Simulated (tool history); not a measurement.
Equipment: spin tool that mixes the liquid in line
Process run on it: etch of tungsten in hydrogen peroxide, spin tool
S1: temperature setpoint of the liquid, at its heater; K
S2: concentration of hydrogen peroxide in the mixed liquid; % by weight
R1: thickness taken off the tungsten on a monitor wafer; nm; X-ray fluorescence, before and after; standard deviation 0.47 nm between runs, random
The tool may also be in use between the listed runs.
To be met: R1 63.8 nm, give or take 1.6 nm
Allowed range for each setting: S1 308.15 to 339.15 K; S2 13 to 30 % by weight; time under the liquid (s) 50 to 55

{"run": 1, "hour": 0.0, "S1": 324.15, "S2": 24, "time under the liquid (s)": 50, "R1": 96.683}
{"run": 2, "hour": 7.4, "S1": 324.15, "S2": 24, "time under the liquid (s)": 50, "R1": 97.884}
{"run": 3, "hour": 13.3, "S1": 323.15, "S2": 24, "time under the liquid (s)": 50, "R1": 90.873}
{"run": 4, "hour": 16.4, "S1": 322.65, "S2": 24, "time under the liquid (s)": 50, "R1": 89.023}
{"run": 5, "hour": 23.1, "S1": 322.15, "S2": 24, "time under the liquid (s)": 50, "R1": 86.41}
{"run": 6, "hour": 30.4, "S1": 321.65, "S2": 24, "time under the liquid (s)": 50, "R1": 82.775}
{"run": 7, "hour": 36.0, "S1": 321.15, "S2": 24, "time under the liquid (s)": 50, "R1": 80.075}
{"run": 8, "hour": 37.1, "S1": 320.65, "S2": 24, "time under the liquid (s)": 50, "R1": 78.539}
{"run": 9, "hour": 45.4, "S1": 320.15, "S2": 24, "time under the liquid (s)": 50, "R1": 75.57}
{"run": 10, "hour": 48.9, "S1": 319.65, "S2": 24, "time under the liquid (s)": 50, "R1": 72.873}
{"run": 11, "hour": 54.2, "S1": 319.65, "S2": 24, "time under the liquid (s)": 50, "R1": 73.053}
{"run": 12, "hour": 60.4, "S1": 319.15, "S2": 24, "time under the liquid (s)": 50, "R1": 72.025}
{"run": 13, "hour": 61.0, "S1": 318.15, "S2": 24, "time under the liquid (s)": 50, "R1": 66.394}

Which one of the following 4 next-run settings gets every result inside its allowed miss? There is exactly one.
{"run": "A", "hour": 61.6, "S1": 317.65, "S2": 22, "time under the liquid (s)": 55, "R1": "?"}
{"run": "B", "hour": 61.6, "S1": 317.15, "S2": 22.5, "time under the liquid (s)": 50, "R1": "?"}
{"run": "C", "hour": 61.6, "S1": 317.15, "S2": 25, "time under the liquid (s)": 50, "R1": "?"}
{"run": "D", "hour": 61.6, "S1": 316.65, "S2": 26.5, "time under the liquid (s)": 55, "R1": "?"}

move=A R1=68.787
move=B R1=61.268
move=C R1=64.583
move=D R1=70.853
A: the biggest miss grows against the last run
B: takes the result that was furthest off past its target
C: in spec on every target
D: the biggest miss grows against the last run
The move that meets every target is C.

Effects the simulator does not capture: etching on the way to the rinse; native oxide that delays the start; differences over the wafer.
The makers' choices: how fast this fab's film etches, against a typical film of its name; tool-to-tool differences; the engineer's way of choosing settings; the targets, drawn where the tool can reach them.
